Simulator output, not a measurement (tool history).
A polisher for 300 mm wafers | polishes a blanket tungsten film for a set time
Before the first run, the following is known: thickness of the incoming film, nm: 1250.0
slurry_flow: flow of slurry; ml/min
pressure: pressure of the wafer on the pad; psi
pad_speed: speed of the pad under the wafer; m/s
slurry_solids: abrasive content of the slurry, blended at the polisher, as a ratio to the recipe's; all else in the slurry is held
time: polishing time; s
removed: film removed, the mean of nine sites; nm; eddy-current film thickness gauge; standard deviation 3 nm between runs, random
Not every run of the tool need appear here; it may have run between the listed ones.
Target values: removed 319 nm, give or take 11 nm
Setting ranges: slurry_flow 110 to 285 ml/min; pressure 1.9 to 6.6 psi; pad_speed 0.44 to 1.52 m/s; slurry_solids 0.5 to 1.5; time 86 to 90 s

run 1 hour=0 | slurry_flow=180 pressure=4.2 pad_speed=0.98 slurry_solids=1 time=86 | removed=379.32
run 2 hour=4.4 | slurry_flow=180 pressure=4.2 pad_speed=0.98 slurry_solids=1.1 time=86 | removed=394.6
run 3 hour=9.4 | slurry_flow=180 pressure=4.2 pad_speed=0.98 slurry_solids=1.1 time=86 | removed=389.65
run 4 hour=15.7 | slurry_flow=180 pressure=4.2 pad_speed=0.98 slurry_solids=1.1 time=86 | removed=398.06
run 5 hour=23.3 | slurry_flow=180 pressure=4.2 pad_speed=0.98 slurry_solids=1.1 time=86 | removed=392.64
run 6 hour=30.3 | slurry_flow=175 pressure=3.9 pad_speed=0.98 slurry_solids=1.1 time=86 | removed=367.08
run 7 hour=36.7 | slurry_flow=175 pressure=3.9 pad_speed=0.98 slurry_solids=1.1 time=86 | removed=365.53
run 8 hour=45.4 | slurry_flow=170 pressure=3.7 pad_speed=0.98 slurry_solids=1.1 time=86 | removed=342.07
run 9 hour=53.2 | slurry_flow=165 pressure=3.6 pad_speed=0.98 slurry_solids=1.1 time=86 | removed=337.3

Which one of the following 5 next-run settings gets every result inside its allowed miss? There is exactly one.
run A hour=61 | slurry_flow=180 pressure=2.6 pad_speed=1.18 slurry_solids=1.2 time=90 | removed=?
run B hour=61 | slurry_flow=200 pressure=3.2 pad_speed=1.18 slurry_solids=1.15 time=88 | removed=?
run C hour=61 | slurry_flow=150 pressure=3.7 pad_speed=1.02 slurry_solids=1.05 time=88 | removed=?
run D hour=61 | slurry_flow=170 pressure=4.4 pad_speed=0.88 slurry_solids=1.05 time=88 | removed=?
run E hour=61 | slurry_flow=155 pressure=3.4 pad_speed=1.06 slurry_solids=1.25 time=86 | removed=?

move=A removed=318.09
move=B removed=382.08
move=C removed=356.83
move=D removed=374.25
move=E removed=347.93
A: all results in spec
B: further off than the last run
C: further off than the last run
D: further off than the last run
E: further off than the last run
Correct choice: A, which meets every target
